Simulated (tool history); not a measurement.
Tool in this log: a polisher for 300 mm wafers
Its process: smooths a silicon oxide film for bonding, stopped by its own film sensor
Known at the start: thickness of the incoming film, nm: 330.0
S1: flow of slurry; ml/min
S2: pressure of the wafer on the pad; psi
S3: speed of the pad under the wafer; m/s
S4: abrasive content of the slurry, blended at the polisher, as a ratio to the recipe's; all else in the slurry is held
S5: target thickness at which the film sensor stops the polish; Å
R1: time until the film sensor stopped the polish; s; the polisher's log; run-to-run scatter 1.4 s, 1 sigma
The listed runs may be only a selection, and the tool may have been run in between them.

run 1 hour=0.0 | S1=145 S2=1.7 S3=0.76 S4=1.00 S5=3030 | R1=60.561
run 2 hour=4.1 | S1=145 S2=1.7 S3=0.76 S4=1.15 S5=3030 | R1=57.367
run 3 hour=8.2 | S1=145 S2=1.6 S3=0.76 S4=1.15 S5=3030 | R1=61.244
run 4 hour=14.9 | S1=145 S2=1.6 S3=0.76 S4=0.95 S5=3030 | R1=65.767
run 5 hour=15.6 | S1=145 S2=1.6 S3=0.94 S4=0.95 S5=3030 | R1=57.616
run 6 hour=16.4 | S1=145 S2=1.6 S3=0.94 S4=0.95 S5=3060 | R1=50.725
run 7 hour=17.6 | S1=145 S2=1.5 S3=0.94 S4=0.95 S5=3060 | R1=54.652
run 8 hour=18.4 | S1=145 S2=1.5 S3=0.94 S4=0.95 S5=3060 | R1=54.387
run 9 hour=24.9 | S1=145 S2=1.4 S3=0.92 S4=0.95 S5=3060 | R1=59.680
run 10 hour=31.5 | S1=145 S2=1.3 S3=0.92 S4=0.95 S5=3060 | R1=63.861

Run 11, settings as shown, results not yet in. Your forecast:
run 11 hour=35.4 | S1=145 S2=1.2 S3=0.92 S4=0.95 S5=3060 | R1=?

Run 11 produced R1 66.984 s.
